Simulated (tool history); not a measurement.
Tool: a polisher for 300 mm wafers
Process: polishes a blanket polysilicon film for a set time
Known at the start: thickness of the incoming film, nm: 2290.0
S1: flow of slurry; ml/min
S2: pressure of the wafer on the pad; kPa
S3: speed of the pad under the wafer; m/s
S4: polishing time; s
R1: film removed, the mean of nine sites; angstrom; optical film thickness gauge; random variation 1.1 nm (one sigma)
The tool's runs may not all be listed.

| run | hour | S1 | S2 | S3 | S4 | R1 |
|---|---|---|---|---|---|---|
| 1 | 0 | 200 | 15.9 | 0.92 | 33 | 1695.4 |
| 2 | 6.1 | 200 | 15.2 | 0.92 | 33 | 1614.6 |
| 3 | 11.3 | 200 | 15.2 | 1.06 | 33 | 1892.9 |
| 4 | 13.7 | 200 | 15.2 | 0.9 | 33 | 1603.9 |
| 5 | 19.3 | 200 | 14.5 | 0.9 | 33 | 1520.1 |
| 6 | 24.2 | 200 | 17.9 | 0.9 | 33 | 1875.4 |

Run 7 comes next. What will it give?
| 7 | 31.3 | 200 | 17.2 | 0.9 | 33 | ? |

R1: 1794.1 angstrom
